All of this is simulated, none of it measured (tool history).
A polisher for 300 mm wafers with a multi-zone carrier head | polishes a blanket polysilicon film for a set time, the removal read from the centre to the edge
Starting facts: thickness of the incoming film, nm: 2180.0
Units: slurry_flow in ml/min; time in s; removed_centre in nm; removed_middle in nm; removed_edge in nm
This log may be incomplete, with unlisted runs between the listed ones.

Run 1, hour 0.0: slurry_flow 175 ml/min, centre_zone 1.00, middle_zone 1.00, edge_zone 1.00, time 31 s. Result: removed_centre 267.32 nm, removed_middle 264.76 nm, removed_edge 260.54 nm.
Run 2, hour 0.6: slurry_flow 180 ml/min, centre_zone 1.00, middle_zone 1.01, edge_zone 1.02, time 32 s. Result: removed_centre 278.27 nm, removed_middle 276.28 nm, removed_edge 274.68 nm.
Run 3, hour 2.0: slurry_flow 185 ml/min, centre_zone 1.00, middle_zone 1.03, edge_zone 1.04, time 33 s. Result: removed_centre 288.87 nm, removed_middle 288.67 nm, removed_edge 286.88 nm.
Run 4, hour 10.1: slurry_flow 190 ml/min, centre_zone 0.99, middle_zone 1.05, edge_zone 1.05, time 34 s. Result: removed_centre 288.03 nm, removed_middle 303.32 nm, removed_edge 289.61 nm.
Run 5, hour 16.6: slurry_flow 220 ml/min, centre_zone 0.99, middle_zone 1.05, edge_zone 1.05, time 34 s. Result: removed_centre 297.91 nm, removed_middle 310.73 nm, removed_edge 300.72 nm.
Run 6, hour 24.8: slurry_flow 225 ml/min, centre_zone 0.99, middle_zone 1.05, edge_zone 1.06, time 35 s. Result: removed_centre 309.87 nm, removed_middle 318.96 nm, removed_edge 318.79 nm.
Run 7, hour 30.1: slurry_flow 230 ml/min, centre_zone 0.99, middle_zone 1.06, edge_zone 1.07, time 36 s. Result: removed_centre 325.74 nm, removed_middle 330.76 nm, removed_edge 312.86 nm.
Run 8, hour 33.4: slurry_flow 230 ml/min, centre_zone 0.99, middle_zone 1.06, edge_zone 1.07, time 36 s. Result: removed_centre 318.84 nm, removed_middle 336.76 nm, removed_edge 319.90 nm.
Run 9, hour 41.1: slurry_flow 235 ml/min, centre_zone 0.98, middle_zone 1.06, edge_zone 1.08, time 37 s. Result: removed_centre 332.95 nm, removed_middle 344.54 nm, removed_edge 337.96 nm.

Run 10 is up next; what results do you expect?
Run 10, hour 43.2: slurry_flow 235 ml/min, centre_zone 0.98, middle_zone 1.06, edge_zone 1.08, time 37 s. Result: removed_centre ?, removed_middle ?, removed_edge ?.

{"run 10": {"removed_centre": 324.54, "removed_middle": 342.82, "removed_edge": 337.66}}
